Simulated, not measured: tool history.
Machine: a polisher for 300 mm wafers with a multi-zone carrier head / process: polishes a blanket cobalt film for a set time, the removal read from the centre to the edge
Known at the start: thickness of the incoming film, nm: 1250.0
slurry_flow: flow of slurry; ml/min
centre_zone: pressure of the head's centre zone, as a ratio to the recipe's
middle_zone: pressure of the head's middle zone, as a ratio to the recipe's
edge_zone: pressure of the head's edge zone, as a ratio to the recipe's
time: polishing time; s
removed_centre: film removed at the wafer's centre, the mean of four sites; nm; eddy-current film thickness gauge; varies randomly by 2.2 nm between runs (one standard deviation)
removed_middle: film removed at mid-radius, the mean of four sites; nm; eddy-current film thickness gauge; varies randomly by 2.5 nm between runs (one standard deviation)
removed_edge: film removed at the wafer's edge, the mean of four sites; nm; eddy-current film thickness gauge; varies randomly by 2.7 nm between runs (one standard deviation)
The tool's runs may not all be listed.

Run 1, hour 0.0: slurry_flow 190 ml/min, centre_zone 1.00, middle_zone 1.00, edge_zone 1.00, time 63 s. Result: removed_centre 273.04 nm, removed_middle 276.85 nm, removed_edge 277.29 nm.
Run 2, hour 4.2: slurry_flow 190 ml/min, centre_zone 1.00, middle_zone 1.06, edge_zone 1.00, time 63 s. Result: removed_centre 277.92 nm, removed_middle 289.15 nm, removed_edge 275.58 nm.
Run 3, hour 7.6: slurry_flow 190 ml/min, centre_zone 1.06, middle_zone 1.06, edge_zone 1.00, time 63 s. Result: removed_centre 291.42 nm, removed_middle 290.80 nm, removed_edge 279.59 nm.
Run 4, hour 8.5: slurry_flow 190 ml/min, centre_zone 1.06, middle_zone 1.06, edge_zone 1.03, time 63 s. Result: removed_centre 288.78 nm, removed_middle 297.64 nm, removed_edge 274.03 nm.
Run 5, hour 15.3: slurry_flow 190 ml/min, centre_zone 1.07, middle_zone 1.06, edge_zone 1.04, time 61 s. Result: removed_centre 279.59 nm, removed_middle 276.87 nm, removed_edge 273.69 nm.
Run 6, hour 21.7: slurry_flow 190 ml/min, centre_zone 1.07, middle_zone 1.06, edge_zone 1.04, time 48 s. Result: removed_centre 220.82 nm, removed_middle 221.58 nm, removed_edge 214.34 nm.
Run 7, hour 22.8: slurry_flow 195 ml/min, centre_zone 1.07, middle_zone 1.07, edge_zone 1.04, time 48 s. Result: removed_centre 223.74 nm, removed_middle 221.09 nm, removed_edge 217.29 nm.

Run 8 is up next; what results do you expect?
Run 8, hour 24.8: slurry_flow 195 ml/min, centre_zone 1.07, middle_zone 1.09, edge_zone 1.03, time 48 s. Result: removed_centre ?, removed_middle ?, removed_edge ?.

Logged for run 8: removed_centre 222.86 nm, removed_middle 224.35 nm, removed_edge 213.33 nm.

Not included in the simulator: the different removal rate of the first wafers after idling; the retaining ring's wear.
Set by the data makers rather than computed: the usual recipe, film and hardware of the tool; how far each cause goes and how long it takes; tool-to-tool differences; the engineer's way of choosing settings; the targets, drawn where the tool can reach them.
